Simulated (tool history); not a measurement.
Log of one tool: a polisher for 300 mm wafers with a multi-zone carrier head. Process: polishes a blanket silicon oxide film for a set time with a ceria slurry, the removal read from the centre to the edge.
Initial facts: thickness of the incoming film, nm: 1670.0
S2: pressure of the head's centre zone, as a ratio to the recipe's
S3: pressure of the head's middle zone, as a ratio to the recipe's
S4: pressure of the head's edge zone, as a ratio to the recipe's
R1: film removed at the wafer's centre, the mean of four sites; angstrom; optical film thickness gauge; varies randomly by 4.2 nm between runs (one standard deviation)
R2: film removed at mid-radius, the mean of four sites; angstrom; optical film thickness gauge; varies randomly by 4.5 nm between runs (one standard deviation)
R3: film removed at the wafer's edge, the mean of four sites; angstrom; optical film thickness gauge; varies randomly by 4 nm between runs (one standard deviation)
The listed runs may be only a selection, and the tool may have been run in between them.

{"run": 1, "hour": 0.0, "flow of slurry (ml/min)": 265, "S2": 1, "S3": 1, "S4": 1, "polishing time (s)": 62, "R1": 2344.3, "R2": 2376.8, "R3": 2393.9}
{"run": 2, "hour": 1.3, "flow of slurry (ml/min)": 265, "S2": 0.92, "S3": 1, "S4": 1, "polishing time (s)": 62, "R1": 2125, "R2": 2313, "R3": 2397.5}
{"run": 3, "hour": 6.9, "flow of slurry (ml/min)": 265, "S2": 0.98, "S3": 1, "S4": 1, "polishing time (s)": 62, "R1": 2303.2, "R2": 2384.8, "R3": 2423.9}
{"run": 4, "hour": 11.6, "flow of slurry (ml/min)": 265, "S2": 0.98, "S3": 1, "S4": 1, "polishing time (s)": 69, "R1": 2524.6, "R2": 2653.6, "R3": 2701}
{"run": 5, "hour": 13.1, "flow of slurry (ml/min)": 265, "S2": 0.98, "S3": 1, "S4": 1.09, "polishing time (s)": 69, "R1": 2515.3, "R2": 2662.8, "R3": 2827.3}
{"run": 6, "hour": 20.8, "flow of slurry (ml/min)": 265, "S2": 0.98, "S3": 0.94, "S4": 1.09, "polishing time (s)": 69, "R1": 2516.8, "R2": 2509.8, "R3": 2808.1}
{"run": 7, "hour": 29.6, "flow of slurry (ml/min)": 270, "S2": 1.02, "S3": 0.99, "S4": 1.09, "polishing time (s)": 71, "R1": 2737.7, "R2": 2688.1, "R3": 2918.1}
{"run": 8, "hour": 32.5, "flow of slurry (ml/min)": 270, "S2": 1.04, "S3": 1.03, "S4": 1.07, "polishing time (s)": 73, "R1": 2825.7, "R2": 2855.3, "R3": 2911.1}
{"run": 9, "hour": 34.4, "flow of slurry (ml/min)": 270, "S2": 1.04, "S3": 1.03, "S4": 1.07, "polishing time (s)": 73, "R1": 2863.4, "R2": 2770.7, "R3": 2969.2}

Forecast run 10:
{"run": 10, "hour": 39.1, "flow of slurry (ml/min)": 275, "S2": 1.04, "S3": 1.07, "S4": 1.03, "polishing time (s)": 76, "R1": "?", "R2": "?", "R3": "?"}

Run 10 gave R1 2996.3 angstrom, R2 3051.8 angstrom, R3 3061.1 angstrom.
